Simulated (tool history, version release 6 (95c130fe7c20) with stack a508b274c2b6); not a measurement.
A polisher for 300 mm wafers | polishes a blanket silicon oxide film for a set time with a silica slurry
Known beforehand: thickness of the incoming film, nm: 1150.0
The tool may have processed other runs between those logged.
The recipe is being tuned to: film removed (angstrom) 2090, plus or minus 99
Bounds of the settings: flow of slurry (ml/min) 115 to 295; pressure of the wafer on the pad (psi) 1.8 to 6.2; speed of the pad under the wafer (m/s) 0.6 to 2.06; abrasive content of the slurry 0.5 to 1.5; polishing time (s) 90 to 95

run,hour,flow of slurry (ml/min),pressure of the wafer on the pad (psi),speed of the pad under the wafer (m/s),abrasive content of the slurry,polishing time (s),film removed (angstrom)
1,0,190,4,1.32,1,90,3257.8
2,6.8,190,4,1.32,1.2,90,3672.2
3,8.1,190,4,1.46,1.2,90,3925.9
4,14.3,190,3.7,1.44,1.2,90,3682.7
5,16.4,190,3.5,1.4,1.2,90,3406.4
6,19.9,190,4.1,1.4,1.2,90,3964.2
7,25.2,190,3.8,1.38,1.2,90,3645.3
8,28.1,190,3.6,1.36,1.2,90,3404.8
9,34.3,190,3.4,1.34,1.2,90,3207.6
10,36.7,190,3.2,1.34,1.2,90,3035.2
11,38.8,190,3,1.34,1.2,90,2827.4
12,46.2,190,1.9,1.3,1.2,90,1810.2
13,54.5,190,2.4,1.3,1.2,90,2209.4

Of the 5 settings listed for the next run, only one would bring every result within its allowed miss of target. Which one?
A,62.8,215,1.9,1.44,1.3,91,?
B,62.8,210,2.4,1.38,1.25,90,?
C,62.8,165,2.3,1.42,1.2,93,?
D,62.8,160,2.4,1.24,1.4,94,?
E,62.8,195,2.6,1.38,1,95,?

move,film removed (angstrom)
A,2135.5
B,2489.1
C,2396.1
D,2430.5
E,2461.6
A: every result within its allowed miss
B: its largest miss is bigger than the last run's
C: its largest miss is bigger than the last run's
D: its largest miss is bigger than the last run's
E: its largest miss is bigger than the last run's
The move that meets every target is A.
